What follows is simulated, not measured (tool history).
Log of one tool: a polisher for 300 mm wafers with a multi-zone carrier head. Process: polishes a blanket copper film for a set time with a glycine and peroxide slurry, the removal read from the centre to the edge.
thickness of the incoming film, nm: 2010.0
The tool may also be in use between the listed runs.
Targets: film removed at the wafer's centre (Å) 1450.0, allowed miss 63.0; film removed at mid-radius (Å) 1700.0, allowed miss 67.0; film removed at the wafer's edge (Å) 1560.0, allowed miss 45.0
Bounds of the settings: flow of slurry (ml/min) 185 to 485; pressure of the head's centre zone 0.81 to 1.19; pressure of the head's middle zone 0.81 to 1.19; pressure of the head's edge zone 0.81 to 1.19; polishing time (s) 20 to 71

run	hour	flow of slurry (ml/min)	pressure of the head's centre zone	pressure of the head's middle zone	pressure of the head's edge zone	polishing time (s)	film removed at the wafer's centre (Å)	film removed at mid-radius (Å)	film removed at the wafer's edge (Å)
1	0.0	310	1.00	1.00	1.00	45	2798.2	2738.0	2670.5
2	7.9	310	1.00	1.04	1.00	45	2781.6	2808.9	2663.1
3	12.7	310	1.00	1.11	1.00	45	2760.1	2941.1	2726.8
4	17.5	305	0.97	1.09	0.98	41	2430.1	2654.0	2429.3
5	19.3	300	0.95	1.07	0.97	38	2198.2	2375.7	2252.3
6	22.6	360	0.95	1.07	0.97	38	2307.6	2456.4	2261.2
7	25.4	335	0.85	1.03	0.87	25	1347.0	1599.6	1432.0
8	31.8	340	0.85	1.04	0.88	25	1318.2	1558.6	1432.4
9	33.4	340	0.86	1.05	0.89	25	1344.8	1608.3	1436.8
10	37.7	340	0.87	1.05	0.91	25	1355.4	1602.6	1462.8
11	44.0	345	0.88	1.06	0.92	25	1370.2	1633.7	1449.9
12	46.4	340	0.88	1.06	0.93	25	1389.6	1608.1	1457.8
13	50.6	340	0.88	1.06	0.94	25	1367.7	1593.6	1479.4
14	57.3	345	0.88	1.07	0.95	25	1394.2	1607.6	1471.4
15	62.2	340	0.88	1.08	0.95	25	1348.6	1629.9	1450.0
16	66.2	340	0.88	1.08	0.96	25	1369.1	1630.0	1508.2
17	70.0	345	0.88	1.08	0.96	25	1399.5	1621.4	1476.4
18	75.0	340	0.88	1.08	0.96	25	1388.2	1631.9	1503.4

4 next moves are on the table. One of them brings every result within its allowed miss. Which?
A	80.0	225	0.85	0.99	0.90	26	?	?	?
B	80.0	295	0.81	0.94	1.02	26	?	?	?
C	80.0	310	0.91	1.11	1.03	26	?	?	?
D	80.0	405	0.85	1.04	0.90	25	?	?	?

move	film removed at the wafer's centre (Å)	film removed at mid-radius (Å)	film removed at the wafer's edge (Å)
A	1332.2	1517.7	1457.8
B	1301.5	1485.6	1568.2
C	1467.1	1715.7	1576.2
D	1345.3	1590.2	1449.1
A: further off than the last run
B: brings the result that was furthest off to its target, and leaves another outside
C: meets every target
D: further off than the last run
The right move is C.
